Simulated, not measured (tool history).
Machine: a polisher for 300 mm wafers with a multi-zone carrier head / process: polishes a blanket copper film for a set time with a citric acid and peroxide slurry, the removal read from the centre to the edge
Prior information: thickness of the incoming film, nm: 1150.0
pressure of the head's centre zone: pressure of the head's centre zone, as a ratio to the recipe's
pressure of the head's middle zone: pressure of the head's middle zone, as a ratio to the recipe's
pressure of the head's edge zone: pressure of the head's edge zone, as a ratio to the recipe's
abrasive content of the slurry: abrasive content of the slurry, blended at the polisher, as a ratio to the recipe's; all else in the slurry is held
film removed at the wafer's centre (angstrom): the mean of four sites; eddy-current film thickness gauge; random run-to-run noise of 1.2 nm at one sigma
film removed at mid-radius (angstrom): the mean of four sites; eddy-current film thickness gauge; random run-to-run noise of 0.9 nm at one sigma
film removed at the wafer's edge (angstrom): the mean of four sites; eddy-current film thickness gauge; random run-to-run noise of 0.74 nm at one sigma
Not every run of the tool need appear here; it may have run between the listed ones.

run  hour  flow of slurry (ml/min)  pressure of the head's centre zone  pressure of the head's middle zone  pressure of the head's edge zone  abrasive content of the slurry  polishing time (s)  film removed at the wafer's centre (angstrom)  film removed at mid-radius (angstrom)  film removed at the wafer's edge (angstrom)
  1     0                      140                                   1                                   1                                 1                               1                  39                                         542.01                                 545.19                                       548.08
  2   2.5                      140                                0.95                                   1                                 1                               1                  39                                         515.69                                 539.47                                       536.45
  3   3.1                      140                                0.95                                   1                              0.96                               1                  39                                         508.99                                 544.13                                       537.17
  4   5.8                      150                                0.97                                1.03                              0.97                            1.15                  42                                          589.5                                  634.7                                       612.41
  5   9.2                      150                                0.97                                1.03                              0.97                             1.3                  42                                         631.65                                 662.37                                       635.66
  6    16                      150                                0.94                                1.03                              0.97                             1.3                  42                                         602.62                                 651.98                                       634.14
  7  19.2                      190                                1.04                                1.13                              1.07                             1.5                  49                                         829.39                                 881.04                                       820.19
  8  23.2                      190                                1.04                                1.13                              1.07                             1.5                  49                                          841.8                                 893.38                                       818.48
  9    32                      195                                1.05                                1.14                              1.07                             1.5                  49                                          836.2                                 897.03                                       827.65

Expected results for the next run?
 10  35.7                      200                                1.06                                1.15                              1.07                             1.5                  49                                              ?                                      ?                                            ?

{"run 10": {"film removed at the wafer's centre (angstrom)": 878.41, "film removed at mid-radius (angstrom)": 898.47, "film removed at the wafer's edge (angstrom)": 827.36}}

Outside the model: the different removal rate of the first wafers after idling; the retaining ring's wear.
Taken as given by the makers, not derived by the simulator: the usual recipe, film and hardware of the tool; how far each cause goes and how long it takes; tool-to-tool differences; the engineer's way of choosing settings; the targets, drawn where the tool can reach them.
